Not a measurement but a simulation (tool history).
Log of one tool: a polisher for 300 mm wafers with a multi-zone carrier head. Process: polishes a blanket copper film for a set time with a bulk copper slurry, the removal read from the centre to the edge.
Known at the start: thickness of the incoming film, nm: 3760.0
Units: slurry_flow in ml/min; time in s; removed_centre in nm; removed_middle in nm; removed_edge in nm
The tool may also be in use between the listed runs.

| run | hour | slurry_flow | centre_zone | middle_zone | edge_zone | slurry_solids | time | removed_centre | removed_middle | removed_edge |
|---|---|---|---|---|---|---|---|---|---|---|
| 1 | 0 | 285 | 1 | 1 | 1 | 1 | 81 | 984.95 | 941.22 | 978.3 |
| 2 | 0.7 | 340 | 1 | 1 | 1 | 1 | 81 | 994.14 | 976.9 | 986.92 |
| 3 | 4 | 340 | 1.02 | 1.01 | 1.04 | 1.15 | 82 | 1076 | 1026.6 | 1054.6 |
| 4 | 6 | 340 | 1.02 | 1.07 | 1.04 | 1.15 | 82 | 1057.8 | 1065.9 | 1058.8 |
| 5 | 8.3 | 340 | 1.02 | 1.14 | 1.04 | 1.15 | 82 | 1075.6 | 1101 | 1052.4 |
| 6 | 12.2 | 340 | 1.04 | 1.13 | 1.08 | 1.25 | 82 | 1107.8 | 1151.7 | 1111.5 |
| 7 | 16.3 | 340 | 1.07 | 1.1 | 1.11 | 1.3 | 82 | 1161.4 | 1122.4 | 1113.3 |

Run 8 comes next. What will it give?
| 8 | 18.9 | 345 | 1.07 | 1.09 | 1.13 | 1.35 | 83 | ? | ? | ? |

{"run 8": {"removed_centre": 1181.7, "removed_middle": 1173, "removed_edge": 1146.1}}
